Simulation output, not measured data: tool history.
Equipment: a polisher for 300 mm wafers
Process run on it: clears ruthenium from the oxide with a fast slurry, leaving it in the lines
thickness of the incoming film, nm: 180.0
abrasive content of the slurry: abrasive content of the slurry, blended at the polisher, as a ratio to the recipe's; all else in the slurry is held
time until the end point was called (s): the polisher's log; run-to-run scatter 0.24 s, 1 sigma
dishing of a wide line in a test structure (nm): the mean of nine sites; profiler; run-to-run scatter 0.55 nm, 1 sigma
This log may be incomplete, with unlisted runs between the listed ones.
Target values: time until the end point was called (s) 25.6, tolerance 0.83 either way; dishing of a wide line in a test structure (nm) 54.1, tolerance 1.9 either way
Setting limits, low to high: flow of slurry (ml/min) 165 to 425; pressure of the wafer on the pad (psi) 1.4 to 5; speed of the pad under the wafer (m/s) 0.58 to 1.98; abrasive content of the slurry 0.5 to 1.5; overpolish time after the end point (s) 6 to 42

| run | day | flow of slurry (ml/min) | pressure of the wafer on the pad (psi) | speed of the pad under the wafer (m/s) | abrasive content of the slurry | overpolish time after the end point (s) | time until the end point was called (s) | dishing of a wide line in a test structure (nm) |
|---|---|---|---|---|---|---|---|---|
| 1 | 0 | 275 | 3.2 | 1.28 | 1 | 21 | 33.198 | 80.178 |
| 2 | 0.054 | 280 | 3.4 | 1.28 | 1 | 17 | 31.147 | 72.058 |
| 3 | 0.196 | 280 | 3.4 | 1.28 | 1 | 10 | 30.68 | 44.54 |
| 4 | 0.471 | 285 | 3.5 | 1.28 | 1 | 10 | 30.387 | 47.036 |
| 5 | 0.733 | 285 | 3.6 | 1.28 | 1 | 10 | 30.056 | 48.16 |
| 6 | 0.775 | 285 | 3.6 | 1.28 | 1 | 6 | 28.968 | 29.985 |
| 7 | 1.021 | 285 | 3.7 | 1.3 | 1 | 8 | 28.381 | 41.53 |
| 8 | 1.096 | 285 | 3.8 | 1.3 | 1 | 9 | 27.647 | 46.143 |
| 9 | 1.225 | 290 | 4.1 | 1.3 | 1 | 11 | 25.093 | 57.993 |

Which one of the following 4 next-run settings gets every result inside its allowed miss? There is exactly one.
| A | 1.354 | 305 | 4 | 1.26 | 1.15 | 10 | ? | ? |
| B | 1.354 | 305 | 4 | 1.36 | 1 | 12 | ? | ? |
| C | 1.354 | 325 | 4.4 | 1.14 | 1.1 | 13 | ? | ? |
| D | 1.354 | 295 | 4.2 | 1.34 | 0.9 | 12 | ? | ? |

| move | time until the end point was called (s) | dishing of a wide line in a test structure (nm) |
|---|---|---|
| A | 25.22 | 55.002 |
| B | 24.967 | 64.519 |
| C | 25.671 | 67.304 |
| D | 25.525 | 63.365 |
A: all results land within tolerance of their targets
B: moves away from the targets compared with the last run
C: moves away from the targets compared with the last run
D: moves away from the targets compared with the last run
Answer: A

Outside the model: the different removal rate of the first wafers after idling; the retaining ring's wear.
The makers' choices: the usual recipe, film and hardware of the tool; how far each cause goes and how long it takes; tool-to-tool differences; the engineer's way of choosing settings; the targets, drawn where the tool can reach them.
